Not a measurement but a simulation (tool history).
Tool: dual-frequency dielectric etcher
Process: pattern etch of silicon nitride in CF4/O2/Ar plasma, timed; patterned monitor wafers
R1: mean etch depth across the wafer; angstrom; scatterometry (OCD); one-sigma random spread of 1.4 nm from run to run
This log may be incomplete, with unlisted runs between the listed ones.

Run 1, hour 0.0: source power (W) 610, bias power (W) 41, Ar flow (sccm) 131, CF4 flow (sccm) 79, etch time (s) 197.5. Result: R1 3813.9 angstrom.
Run 2, hour 4.6: source power (W) 640, bias power (W) 41, Ar flow (sccm) 131, CF4 flow (sccm) 79, etch time (s) 197.5. Result: R1 3946.7 angstrom.
Run 3, hour 5.6: source power (W) 660, bias power (W) 41, Ar flow (sccm) 131, CF4 flow (sccm) 79, etch time (s) 197.5. Result: R1 4029.7 angstrom.
Run 4, hour 6.5: source power (W) 660, bias power (W) 35, Ar flow (sccm) 131, CF4 flow (sccm) 79, etch time (s) 197.5. Result: R1 3841.1 angstrom.
Run 5, hour 14.0: source power (W) 660, bias power (W) 35, Ar flow (sccm) 131, CF4 flow (sccm) 90, etch time (s) 197.5. Result: R1 3923.5 angstrom.
At hour 18.8: source power generator calibrated.
Run 6, hour 18.8: source power (W) 740, bias power (W) 35, Ar flow (sccm) 131, CF4 flow (sccm) 90, etch time (s) 197.5. Result: R1 4420.1 angstrom.

Expected results for the next run?
Run 7, hour 26.8: source power (W) 750, bias power (W) 35, Ar flow (sccm) 131, CF4 flow (sccm) 90, etch time (s) 197.5. Result: R1 ?.

R1: 4449.9 angstrom

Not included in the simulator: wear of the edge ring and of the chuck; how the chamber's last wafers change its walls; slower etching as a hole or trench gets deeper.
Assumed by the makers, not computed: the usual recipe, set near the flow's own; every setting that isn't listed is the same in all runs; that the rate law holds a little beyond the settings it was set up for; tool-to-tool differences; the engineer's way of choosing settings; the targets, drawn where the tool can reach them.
